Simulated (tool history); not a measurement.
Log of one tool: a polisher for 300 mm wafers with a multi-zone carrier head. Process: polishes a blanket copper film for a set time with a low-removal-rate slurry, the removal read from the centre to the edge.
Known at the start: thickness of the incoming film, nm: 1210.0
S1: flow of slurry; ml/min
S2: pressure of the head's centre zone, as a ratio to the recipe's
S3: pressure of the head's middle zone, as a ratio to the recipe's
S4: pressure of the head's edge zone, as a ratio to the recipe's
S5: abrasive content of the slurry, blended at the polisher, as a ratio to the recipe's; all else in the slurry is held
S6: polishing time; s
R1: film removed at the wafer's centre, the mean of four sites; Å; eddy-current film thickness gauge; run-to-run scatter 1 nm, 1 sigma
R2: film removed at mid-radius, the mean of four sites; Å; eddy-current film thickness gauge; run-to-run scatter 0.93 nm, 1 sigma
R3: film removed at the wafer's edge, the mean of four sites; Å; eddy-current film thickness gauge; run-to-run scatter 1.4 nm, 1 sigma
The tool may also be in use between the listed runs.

run,day,S1,S2,S3,S4,S5,S6,R1,R2,R3
1,0.000,125,1.00,1.00,1.00,1.00,69,1749.3,1780.0,1777.7
2,0.188,125,1.00,0.94,1.00,1.00,69,1762.5,1684.9,1750.3
3,0.496,125,1.00,0.94,0.92,1.00,69,1750.1,1688.4,1696.7
4,0.558,125,0.96,0.94,0.92,1.00,69,1655.2,1664.8,1685.4
5,0.842,125,0.96,0.94,0.84,1.00,69,1690.5,1672.6,1627.8
6,0.967,125,0.97,0.94,0.83,0.85,62,1502.0,1482.7,1370.6
7,1.188,120,0.96,0.91,0.83,0.75,59,1358.8,1316.9,1311.4

Run 8 is up next; what results do you expect?
8,1.471,120,0.97,0.92,0.82,0.70,55,?,?,?

{"run 8": {"R1": 1252.2, "R2": 1207.7, "R3": 1188.2}}
